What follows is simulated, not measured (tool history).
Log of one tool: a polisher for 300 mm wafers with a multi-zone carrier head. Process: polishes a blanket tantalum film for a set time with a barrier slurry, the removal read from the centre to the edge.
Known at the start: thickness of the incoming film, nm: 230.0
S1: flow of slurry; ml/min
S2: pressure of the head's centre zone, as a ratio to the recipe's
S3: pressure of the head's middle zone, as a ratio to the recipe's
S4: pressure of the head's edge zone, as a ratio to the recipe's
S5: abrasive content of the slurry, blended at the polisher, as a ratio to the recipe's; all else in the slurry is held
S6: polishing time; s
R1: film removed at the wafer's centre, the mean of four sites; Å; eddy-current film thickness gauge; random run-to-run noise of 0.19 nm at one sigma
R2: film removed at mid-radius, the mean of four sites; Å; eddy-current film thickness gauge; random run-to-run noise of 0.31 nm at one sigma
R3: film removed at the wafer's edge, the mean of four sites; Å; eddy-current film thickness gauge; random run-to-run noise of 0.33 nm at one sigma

run 1 hour=0.0 | S1=230 S2=1.00 S3=1.00 S4=1.00 S5=1.00 S6=40 | R1=485.14 R2=498.65 R3=474.66
run 2 hour=7.5 | S1=220 S2=0.98 S3=0.96 S4=0.99 S5=0.90 S6=38 | R1=434.96 R2=426.15 R3=430.00
run 3 hour=9.7 | S1=210 S2=0.95 S3=0.94 S4=0.96 S5=0.80 S6=38 | R1=397.54 R2=408.12 R3=402.59
run 4 hour=12.1 | S1=260 S2=0.95 S3=0.94 S4=0.96 S5=0.80 S6=38 | R1=411.40 R2=405.44 R3=411.42
run 5 hour=14.0 | S1=270 S2=0.93 S3=0.91 S4=0.94 S5=0.75 S6=37 | R1=375.50 R2=370.55 R3=386.71
run 6 hour=19.1 | S1=270 S2=0.93 S3=0.91 S4=0.98 S5=0.75 S6=37 | R1=374.81 R2=382.47 R3=398.36
run 7 hour=27.7 | S1=275 S2=0.91 S3=0.89 S4=0.95 S5=0.70 S6=37 | R1=357.47 R2=362.09 R3=377.90
run 8 hour=28.8 | S1=295 S2=0.90 S3=0.87 S4=0.93 S5=0.65 S6=37 | R1=344.34 R2=342.00 R3=352.71
run 9 hour=36.0 | S1=305 S2=0.90 S3=0.86 S4=0.94 S5=0.60 S6=37 | R1=325.59 R2=317.21 R3=348.68
run 10 hour=41.3 | S1=305 S2=0.90 S3=0.85 S4=0.93 S5=0.60 S6=37 | R1=321.60 R2=316.77 R3=342.70

The next listed run, before its measurement:
run 11 hour=48.3 | S1=305 S2=0.90 S3=0.84 S4=0.93 S5=0.60 S6=37 | R1=? R2=? R3=?

R1: 324.91 Å
R2: 320.95 Å
R3: 337.46 Å

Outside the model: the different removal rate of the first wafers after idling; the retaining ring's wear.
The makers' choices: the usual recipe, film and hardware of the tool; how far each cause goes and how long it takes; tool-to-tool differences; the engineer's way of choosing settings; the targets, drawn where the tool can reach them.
